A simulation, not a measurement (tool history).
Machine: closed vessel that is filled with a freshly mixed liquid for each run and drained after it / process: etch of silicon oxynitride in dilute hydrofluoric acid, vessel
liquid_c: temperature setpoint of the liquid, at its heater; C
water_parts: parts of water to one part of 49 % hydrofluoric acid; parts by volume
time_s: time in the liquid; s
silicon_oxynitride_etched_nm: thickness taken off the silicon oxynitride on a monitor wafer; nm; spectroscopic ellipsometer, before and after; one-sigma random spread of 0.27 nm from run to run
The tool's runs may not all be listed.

Run 1, hour 0.0: liquid_c 21.0 C, water_parts 50 parts by volume, time_s 600 s. Result: silicon_oxynitride_etched_nm 54.759 nm.
Run 2, hour 6.1: liquid_c 21.0 C, water_parts 50 parts by volume, time_s 640 s. Result: silicon_oxynitride_etched_nm 57.394 nm.
Run 3, hour 8.2: liquid_c 24.0 C, water_parts 50 parts by volume, time_s 640 s. Result: silicon_oxynitride_etched_nm 66.861 nm.
Run 4, hour 16.8: liquid_c 26.0 C, water_parts 50 parts by volume, time_s 640 s. Result: silicon_oxynitride_etched_nm 74.307 nm.
Run 5, hour 21.0: liquid_c 26.0 C, water_parts 50 parts by volume, time_s 600 s. Result: silicon_oxynitride_etched_nm 69.655 nm.
Run 6, hour 25.7: liquid_c 24.5 C, water_parts 50 parts by volume, time_s 600 s. Result: silicon_oxynitride_etched_nm 64.322 nm.
Run 7, hour 27.8: liquid_c 23.0 C, water_parts 50 parts by volume, time_s 600 s. Result: silicon_oxynitride_etched_nm 59.559 nm.

Forecast run 8:
Run 8, hour 30.9: liquid_c 22.0 C, water_parts 50 parts by volume, time_s 600 s. Result: silicon_oxynitride_etched_nm ?.

{"run 8": {"silicon_oxynitride_etched_nm": 56.319}}
